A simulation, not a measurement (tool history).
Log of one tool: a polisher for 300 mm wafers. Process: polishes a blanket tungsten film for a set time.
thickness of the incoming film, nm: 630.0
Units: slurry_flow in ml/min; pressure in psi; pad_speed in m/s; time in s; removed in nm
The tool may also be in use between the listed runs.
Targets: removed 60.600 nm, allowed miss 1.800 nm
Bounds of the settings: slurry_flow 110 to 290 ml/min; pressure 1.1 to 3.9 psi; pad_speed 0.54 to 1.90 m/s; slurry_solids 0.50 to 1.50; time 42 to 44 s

{"run": 1, "day": 0.0, "slurry_flow": 185, "pressure": 2.5, "pad_speed": 1.22, "slurry_solids": 1.0, "time": 42, "removed": 154.26}
{"run": 2, "day": 0.367, "slurry_flow": 180, "pressure": 2.1, "pad_speed": 1.1, "slurry_solids": 1.0, "time": 42, "removed": 118.45}
{"run": 3, "day": 0.692, "slurry_flow": 135, "pressure": 2.1, "pad_speed": 1.1, "slurry_solids": 1.0, "time": 42, "removed": 115.15}
{"run": 4, "day": 0.992, "slurry_flow": 135, "pressure": 2.4, "pad_speed": 1.1, "slurry_solids": 1.0, "time": 42, "removed": 131.19}
{"run": 5, "day": 1.133, "slurry_flow": 135, "pressure": 2.4, "pad_speed": 1.1, "slurry_solids": 1.0, "time": 44, "removed": 137.59}
{"run": 6, "day": 1.221, "slurry_flow": 135, "pressure": 2.0, "pad_speed": 1.0, "slurry_solids": 1.0, "time": 44, "removed": 105.06}
{"run": 7, "day": 1.292, "slurry_flow": 135, "pressure": 1.7, "pad_speed": 0.96, "slurry_solids": 1.0, "time": 44, "removed": 85.045}
{"run": 8, "day": 1.483, "slurry_flow": 135, "pressure": 1.5, "pad_speed": 0.96, "slurry_solids": 1.0, "time": 44, "removed": 77.286}
{"run": 9, "day": 1.65, "slurry_flow": 135, "pressure": 1.4, "pad_speed": 0.94, "slurry_solids": 1.0, "time": 44, "removed": 69.617}
{"run": 10, "day": 1.754, "slurry_flow": 130, "pressure": 1.1, "pad_speed": 0.94, "slurry_solids": 1.0, "time": 44, "removed": 55.545}

5 next moves are on the table. One of them brings every result within its allowed miss. Which?
{"run": "A", "day": 1.858, "slurry_flow": 140, "pressure": 1.3, "pad_speed": 0.96, "slurry_solids": 0.95, "time": 44, "removed": "?"}
{"run": "B", "day": 1.858, "slurry_flow": 110, "pressure": 1.1, "pad_speed": 1.0, "slurry_solids": 1.0, "time": 43, "removed": "?"}
{"run": "C", "day": 1.858, "slurry_flow": 175, "pressure": 1.3, "pad_speed": 0.74, "slurry_solids": 1.25, "time": 44, "removed": "?"}
{"run": "D", "day": 1.858, "slurry_flow": 175, "pressure": 1.4, "pad_speed": 0.88, "slurry_solids": 0.65, "time": 44, "removed": "?"}
{"run": "E", "day": 1.858, "slurry_flow": 145, "pressure": 1.3, "pad_speed": 0.94, "slurry_solids": 1.15, "time": 42, "removed": "?"}

move=A removed=65.812
move=B removed=56.474
move=C removed=56.466
move=D removed=60.535
move=E removed=64.823
A: takes the result that was furthest off past its target
B: nearer than the last run, and not there yet
C: nearer than the last run, and not there yet
D: meets every target
E: takes the result that was furthest off past its target
The right move is D.

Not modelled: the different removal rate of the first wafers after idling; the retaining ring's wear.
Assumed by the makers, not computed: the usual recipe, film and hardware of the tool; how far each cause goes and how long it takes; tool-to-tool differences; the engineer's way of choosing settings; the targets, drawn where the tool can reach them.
